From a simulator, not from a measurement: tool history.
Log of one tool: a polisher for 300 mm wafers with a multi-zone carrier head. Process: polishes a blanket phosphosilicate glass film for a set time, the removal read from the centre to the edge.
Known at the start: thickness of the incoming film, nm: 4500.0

run	day	flow of slurry (ml/min)	pressure of the head's centre zone	pressure of the head's middle zone	pressure of the head's edge zone	abrasive content of the slurry	polishing time (s)	film removed at the wafer's centre (angstrom)	film removed at mid-radius (angstrom)	film removed at the wafer's edge (angstrom)
1	0	310	1	1	1	1	63	4988	5059.7	5031.1
2	0.196	310	1.03	0.98	0.97	0.9	63	4807.3	4672.6	4677.1
3	0.546	310	1.03	0.98	0.97	0.9	70	5219.5	5236.7	5102.1
4	0.596	310	1.03	0.98	0.97	0.8	70	5067	4938.5	4960.7
5	0.75	310	1.06	0.96	0.94	0.75	70	4946.6	4637.8	4599.7
6	1.046	310	1.07	0.93	0.91	0.75	70	5022.2	4568.5	4520.4

Run 7 comes next. What will it give?
7	1.404	310	1.07	0.93	0.91	0.75	70	?	?	?

{"run 7": {"film removed at the wafer's centre (angstrom)": 5105, "film removed at mid-radius (angstrom)": 4472.4, "film removed at the wafer's edge (angstrom)": 4621}}
